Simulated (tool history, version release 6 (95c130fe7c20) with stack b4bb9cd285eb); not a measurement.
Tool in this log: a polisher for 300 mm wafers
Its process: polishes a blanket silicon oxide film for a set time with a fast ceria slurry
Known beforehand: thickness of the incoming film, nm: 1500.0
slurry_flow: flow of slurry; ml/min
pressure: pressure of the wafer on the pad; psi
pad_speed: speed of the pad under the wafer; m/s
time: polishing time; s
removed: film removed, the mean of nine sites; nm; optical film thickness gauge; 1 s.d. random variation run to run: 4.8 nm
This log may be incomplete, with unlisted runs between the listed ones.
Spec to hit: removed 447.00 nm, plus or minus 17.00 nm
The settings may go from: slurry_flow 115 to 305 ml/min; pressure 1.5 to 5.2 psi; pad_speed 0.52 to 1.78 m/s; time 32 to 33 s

| run | hour | slurry_flow | pressure | pad_speed | time | removed |
|---|---|---|---|---|---|---|
| 1 | 0.0 | 195 | 3.3 | 1.14 | 32 | 657.11 |
| 2 | 8.2 | 245 | 3.3 | 1.14 | 32 | 659.78 |
| 3 | 10.2 | 245 | 2.9 | 1.14 | 32 | 602.15 |
| 4 | 14.0 | 245 | 2.5 | 1.14 | 32 | 527.60 |
| 5 | 16.7 | 245 | 2.3 | 1.14 | 32 | 467.68 |
| 6 | 19.7 | 245 | 2.3 | 1.38 | 32 | 566.53 |
| 7 | 23.8 | 245 | 2.1 | 1.38 | 32 | 529.11 |
| 8 | 28.9 | 235 | 1.5 | 1.38 | 32 | 384.67 |
| 9 | 36.0 | 250 | 1.5 | 1.38 | 32 | 386.41 |
| 10 | 41.8 | 250 | 1.6 | 1.38 | 32 | 407.88 |

4 next moves are on the table. One of them brings every result within its allowed miss. Which?
| A | 47.6 | 265 | 1.8 | 1.38 | 33 | ? |
| B | 47.6 | 240 | 1.7 | 1.30 | 32 | ? |
| C | 47.6 | 230 | 1.7 | 1.40 | 33 | ? |
| D | 47.6 | 225 | 1.6 | 1.34 | 32 | ? |

| move | removed |
|---|---|
| A | 474.97 |
| B | 407.95 |
| C | 450.36 |
| D | 394.38 |
A: takes the biggest miss from the last run beyond its target
B: about as far from the targets as the last run
C: every result lands within tolerance
D: misses by more than the last run did
Go with C: it meets all targets.
